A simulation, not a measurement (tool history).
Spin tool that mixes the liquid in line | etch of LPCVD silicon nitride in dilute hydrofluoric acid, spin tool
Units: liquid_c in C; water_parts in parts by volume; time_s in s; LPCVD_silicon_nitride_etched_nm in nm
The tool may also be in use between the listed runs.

run,hour,liquid_c,water_parts,time_s,LPCVD_silicon_nitride_etched_nm
1,0,23,50,305,2.6187
2,2.1,23,50,305,2.5068
3,8.2,22.5,50,305,2.3985
4,17,22.5,35,305,3.59
5,25.3,20.5,35,305,3.0224
6,32,20.5,35,325,3.2264
7,34,20,35,325,3.1167
8,35.5,19.5,35,325,3.0886

The next listed run, before its measurement:
9,43.8,19,35,325,?

LPCVD_silicon_nitride_etched_nm: 2.8955 nm
